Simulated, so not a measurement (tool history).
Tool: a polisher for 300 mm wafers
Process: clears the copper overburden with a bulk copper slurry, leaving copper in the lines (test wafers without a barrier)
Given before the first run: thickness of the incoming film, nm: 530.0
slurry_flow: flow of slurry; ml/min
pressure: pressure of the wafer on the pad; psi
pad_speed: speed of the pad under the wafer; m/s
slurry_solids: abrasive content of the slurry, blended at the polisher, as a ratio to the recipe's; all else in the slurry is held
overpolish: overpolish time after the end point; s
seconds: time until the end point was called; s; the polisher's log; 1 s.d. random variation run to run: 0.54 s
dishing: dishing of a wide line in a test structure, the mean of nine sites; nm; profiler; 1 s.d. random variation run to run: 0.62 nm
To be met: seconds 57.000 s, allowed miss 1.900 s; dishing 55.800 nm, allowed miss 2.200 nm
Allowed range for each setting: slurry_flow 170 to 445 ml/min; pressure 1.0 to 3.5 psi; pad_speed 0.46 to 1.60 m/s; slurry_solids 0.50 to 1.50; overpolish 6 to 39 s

Run 1, hour 0.0: slurry_flow 285 ml/min, pressure 2.2 psi, pad_speed 1.02 m/s, slurry_solids 1.00, overpolish 20 s. Result: seconds 91.575 s, dishing 71.328 nm.
Run 2, hour 1.4: slurry_flow 220 ml/min, pressure 2.2 psi, pad_speed 1.02 m/s, slurry_solids 1.00, overpolish 20 s. Result: seconds 92.517 s, dishing 69.475 nm.
Run 3, hour 10.4: slurry_flow 220 ml/min, pressure 2.6 psi, pad_speed 1.02 m/s, slurry_solids 1.00, overpolish 20 s. Result: seconds 80.414 s, dishing 78.811 nm.
Run 4, hour 16.7: slurry_flow 220 ml/min, pressure 2.3 psi, pad_speed 1.02 m/s, slurry_solids 1.00, overpolish 20 s. Result: seconds 89.587 s, dishing 70.664 nm.
Run 5, hour 18.4: slurry_flow 220 ml/min, pressure 2.3 psi, pad_speed 1.02 m/s, slurry_solids 1.15, overpolish 20 s. Result: seconds 86.549 s, dishing 73.254 nm.
Run 6, hour 19.5: slurry_flow 210 ml/min, pressure 2.4 psi, pad_speed 1.06 m/s, slurry_solids 1.10, overpolish 17 s. Result: seconds 80.508 s, dishing 67.495 nm.
Run 7, hour 25.9: slurry_flow 210 ml/min, pressure 2.5 psi, pad_speed 1.08 m/s, slurry_solids 1.10, overpolish 15 s. Result: seconds 76.155 s, dishing 64.985 nm.
Run 8, hour 30.9: slurry_flow 205 ml/min, pressure 2.6 psi, pad_speed 1.10 m/s, slurry_solids 1.10, overpolish 13 s. Result: seconds 72.055 s, dishing 61.623 nm.
Run 9, hour 38.6: slurry_flow 235 ml/min, pressure 3.2 psi, pad_speed 1.14 m/s, slurry_solids 1.10, overpolish 6 s. Result: seconds 56.912 s, dishing 39.616 nm.
Run 10, hour 47.2: slurry_flow 225 ml/min, pressure 3.1 psi, pad_speed 1.16 m/s, slurry_solids 1.10, overpolish 7 s. Result: seconds 57.655 s, dishing 46.114 nm.
Run 11, hour 54.7: slurry_flow 220 ml/min, pressure 3.1 psi, pad_speed 1.16 m/s, slurry_solids 1.10, overpolish 7 s. Result: seconds 57.562 s, dishing 44.934 nm.
Run 12, hour 60.1: slurry_flow 215 ml/min, pressure 3.1 psi, pad_speed 1.16 m/s, slurry_solids 1.10, overpolish 7 s. Result: seconds 56.773 s, dishing 45.044 nm.
Run 13, hour 68.3: slurry_flow 210 ml/min, pressure 3.1 psi, pad_speed 1.18 m/s, slurry_solids 1.10, overpolish 8 s. Result: seconds 56.366 s, dishing 50.613 nm.
Run 14, hour 71.7: slurry_flow 205 ml/min, pressure 3.1 psi, pad_speed 1.18 m/s, slurry_solids 1.10, overpolish 8 s. Result: seconds 57.069 s, dishing 51.121 nm.
Run 15, hour 79.9: slurry_flow 200 ml/min, pressure 3.1 psi, pad_speed 1.18 m/s, slurry_solids 1.10, overpolish 8 s. Result: seconds 56.311 s, dishing 50.603 nm.
Run 16, hour 86.5: slurry_flow 195 ml/min, pressure 3.1 psi, pad_speed 1.18 m/s, slurry_solids 1.10, overpolish 8 s. Result: seconds 57.622 s, dishing 50.631 nm.
Run 17, hour 94.0: slurry_flow 195 ml/min, pressure 3.1 psi, pad_speed 1.18 m/s, slurry_solids 1.10, overpolish 8 s. Result: seconds 56.801 s, dishing 50.612 nm.
Run 18, hour 96.3: slurry_flow 190 ml/min, pressure 3.1 psi, pad_speed 1.18 m/s, slurry_solids 1.10, overpolish 8 s. Result: seconds 58.038 s, dishing 49.937 nm.
Run 19, hour 104.2: slurry_flow 200 ml/min, pressure 3.2 psi, pad_speed 1.18 m/s, slurry_solids 1.10, overpolish 11 s. Result: seconds 55.464 s, dishing 67.918 nm.
Run 20, hour 110.9: slurry_flow 215 ml/min, pressure 3.2 psi, pad_speed 1.18 m/s, slurry_solids 1.10, overpolish 11 s. Result: seconds 54.822 s, dishing 67.128 nm.
Run 21, hour 119.9: slurry_flow 230 ml/min, pressure 3.2 psi, pad_speed 1.18 m/s, slurry_solids 1.10, overpolish 11 s. Result: seconds 55.091 s, dishing 68.822 nm.
Run 22, hour 125.6: slurry_flow 230 ml/min, pressure 3.2 psi, pad_speed 1.16 m/s, slurry_solids 1.05, overpolish 10 s. Result: seconds 55.604 s, dishing 62.023 nm.
Run 23, hour 127.2: slurry_flow 235 ml/min, pressure 3.2 psi, pad_speed 1.16 m/s, slurry_solids 1.05, overpolish 10 s. Result: seconds 55.892 s, dishing 63.420 nm.
Run 24, hour 128.5: slurry_flow 235 ml/min, pressure 3.2 psi, pad_speed 1.16 m/s, slurry_solids 1.10, overpolish 10 s. Result: seconds 55.268 s, dishing 63.645 nm.

Which of these 4 next moves meets every target?
Run A, hour 129.8: slurry_flow 170 ml/min, pressure 3.4 psi, pad_speed 1.20 m/s, slurry_solids 1.15, overpolish 8 s. Result: seconds ?, dishing ?.
Run B, hour 129.8: slurry_flow 250 ml/min, pressure 3.3 psi, pad_speed 1.24 m/s, slurry_solids 1.00, overpolish 8 s. Result: seconds ?, dishing ?.
Run C, hour 129.8: slurry_flow 220 ml/min, pressure 3.2 psi, pad_speed 1.26 m/s, slurry_solids 1.10, overpolish 8 s. Result: seconds ?, dishing ?.
Run D, hour 129.8: slurry_flow 285 ml/min, pressure 3.5 psi, pad_speed 1.00 m/s, slurry_solids 1.10, overpolish 9 s. Result: seconds ?, dishing ?.

move  seconds  dishing
   A   51.482   57.277
   B   51.146   57.473
   C   51.228   57.274
   D   57.352   57.859
A: the furthest-off result lands on target, but another misses its tolerance
B: the furthest-off result lands on target, but another misses its tolerance
C: the furthest-off result lands on target, but another misses its tolerance
D: every result lands within tolerance
Move D is the one to make.

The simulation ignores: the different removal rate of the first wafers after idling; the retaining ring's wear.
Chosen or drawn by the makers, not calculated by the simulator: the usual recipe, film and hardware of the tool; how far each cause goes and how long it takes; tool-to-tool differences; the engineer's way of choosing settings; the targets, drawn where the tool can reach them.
